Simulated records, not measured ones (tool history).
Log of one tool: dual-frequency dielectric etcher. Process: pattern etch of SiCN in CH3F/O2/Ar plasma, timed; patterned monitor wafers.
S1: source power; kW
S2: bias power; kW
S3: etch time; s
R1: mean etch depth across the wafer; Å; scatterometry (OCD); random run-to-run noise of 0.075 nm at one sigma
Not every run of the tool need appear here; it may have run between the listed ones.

Run 1, hour 0.0: S1 0.460 kW, S2 0.063 kW, S3 64.0 s. Result: R1 257.43 Å.
Run 2, hour 6.3: S1 0.500 kW, S2 0.063 kW, S3 64.0 s. Result: R1 268.45 Å.
Run 3, hour 14.1: S1 0.500 kW, S2 0.063 kW, S3 66.5 s. Result: R1 276.19 Å.
Run 4, hour 18.3: S1 0.500 kW, S2 0.070 kW, S3 66.5 s. Result: R1 289.59 Å.
Run 5, hour 24.6: S1 0.450 kW, S2 0.069 kW, S3 66.5 s. Result: R1 274.69 Å.
Run 6, hour 32.0: S1 0.420 kW, S2 0.068 kW, S3 66.5 s. Result: R1 265.76 Å.
Run 7, hour 36.4: S1 0.320 kW, S2 0.066 kW, S3 66.5 s. Result: R1 230.07 Å.
Run 8, hour 41.5: S1 0.320 kW, S2 0.066 kW, S3 66.5 s. Result: R1 229.23 Å.

What will run 9 give?
Run 9, hour 46.3: S1 0.330 kW, S2 0.066 kW, S3 66.5 s. Result: R1 ?.

Run 9 yielded R1 233.39 Å.

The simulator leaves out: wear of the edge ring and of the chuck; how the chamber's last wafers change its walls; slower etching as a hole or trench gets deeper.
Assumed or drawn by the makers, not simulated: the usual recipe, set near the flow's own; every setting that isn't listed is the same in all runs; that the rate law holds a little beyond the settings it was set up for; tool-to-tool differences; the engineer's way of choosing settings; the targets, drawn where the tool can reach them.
